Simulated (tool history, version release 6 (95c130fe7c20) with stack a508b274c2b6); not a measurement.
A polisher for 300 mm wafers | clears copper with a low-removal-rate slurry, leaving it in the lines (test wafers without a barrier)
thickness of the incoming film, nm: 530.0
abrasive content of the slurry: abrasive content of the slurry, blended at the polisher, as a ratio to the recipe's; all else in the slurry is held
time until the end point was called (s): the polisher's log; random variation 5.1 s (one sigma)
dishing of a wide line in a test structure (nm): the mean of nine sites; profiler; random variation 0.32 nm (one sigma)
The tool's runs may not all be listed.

run	hour	flow of slurry (ml/min)	pressure of the wafer on the pad (psi)	speed of the pad under the wafer (cm/s)	abrasive content of the slurry	overpolish time after the end point (s)	time until the end point was called (s)	dishing of a wide line in a test structure (nm)
1	0.0	265	3.8	120	1.0	15	135.13	43.686
2	2.8	265	3.8	120	1.0	19	131.48	50.070
3	6.7	265	3.4	120	1.0	19	147.69	45.756
4	14.3	265	3.1	110	1.0	15	174.69	33.861
5	20.8	265	2.8	104	1.0	13	198.56	26.399
6	24.2	265	2.5	102	1.0	12	218.84	21.569

The next listed run, before its measurement:
7	31.2	265	2.5	102	1.0	12	?	?

Run 7 gave time until the end point was called (s) 228.15, dishing of a wide line in a test structure (nm) 22.571.
